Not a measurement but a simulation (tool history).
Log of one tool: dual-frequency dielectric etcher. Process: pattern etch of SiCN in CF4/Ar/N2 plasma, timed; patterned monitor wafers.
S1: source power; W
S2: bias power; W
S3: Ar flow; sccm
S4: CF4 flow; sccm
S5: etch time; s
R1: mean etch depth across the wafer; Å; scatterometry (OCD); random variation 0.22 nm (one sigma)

run	day	S1	S2	S3	S4	S5	R1
1	0	460	79	79	65	69	642.82
2	0.1	470	79	79	65	69	647.44
3	0.158	480	79	79	65	69	658.68
4	0.3	480	79	79	75	69	662.8
5	0.667	480	79	79	66	69	657.39
6	0.733	490	79	79	66	69	659.35

Forecast run 7:
7	0.996	500	79	79	66	69	?

Run 7 gave R1 671.17 Å.
